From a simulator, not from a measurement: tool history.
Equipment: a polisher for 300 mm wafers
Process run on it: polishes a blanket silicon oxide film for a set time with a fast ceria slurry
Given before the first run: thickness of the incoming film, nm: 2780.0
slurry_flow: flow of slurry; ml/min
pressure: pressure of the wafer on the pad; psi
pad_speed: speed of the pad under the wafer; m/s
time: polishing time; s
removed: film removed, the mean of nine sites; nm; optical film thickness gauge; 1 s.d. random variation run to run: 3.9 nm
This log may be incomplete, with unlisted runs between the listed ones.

| run | hour | slurry_flow | pressure | pad_speed | time | removed |
|---|---|---|---|---|---|---|
| 1 | 0.0 | 155 | 3.1 | 1.24 | 24 | 510.79 |
| 2 | 5.6 | 155 | 2.8 | 1.22 | 24 | 481.92 |
| 3 | 6.3 | 155 | 2.5 | 1.14 | 24 | 397.09 |
| 4 | 14.0 | 140 | 2.5 | 1.14 | 24 | 393.24 |
| 5 | 17.7 | 140 | 2.3 | 1.12 | 24 | 342.56 |
| 6 | 21.5 | 170 | 2.3 | 1.12 | 24 | 352.72 |
| 7 | 27.2 | 170 | 2.2 | 1.12 | 24 | 341.24 |
| 8 | 30.2 | 170 | 2.1 | 1.12 | 24 | 334.43 |
| 9 | 31.8 | 170 | 2.0 | 1.12 | 24 | 315.65 |
| 10 | 35.0 | 170 | 1.9 | 1.12 | 24 | 302.39 |

Run 11, settings as shown, results not yet in. Your forecast:
| 11 | 36.4 | 170 | 1.8 | 1.12 | 24 | ? |

{"run 11": {"removed": 292.93}}
